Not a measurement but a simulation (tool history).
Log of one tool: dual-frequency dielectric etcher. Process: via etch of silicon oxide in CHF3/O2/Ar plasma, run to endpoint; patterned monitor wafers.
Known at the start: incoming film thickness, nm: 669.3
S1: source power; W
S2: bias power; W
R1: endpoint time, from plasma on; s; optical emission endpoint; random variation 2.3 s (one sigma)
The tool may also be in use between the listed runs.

run	hour	S1	S2	R1
1	0	650	125	386.68
2	2.1	650	132	379.24
3	8.1	650	113	401.21
4	16.4	570	106	432.46
5	25.1	570	117	423.29
6	26.1	510	115	454.02
7	31.2	480	114	466.7

Run 8 comes next. What will it give?
8	40.3	460	114	?

{"run 8": {"R1": 479.69}}
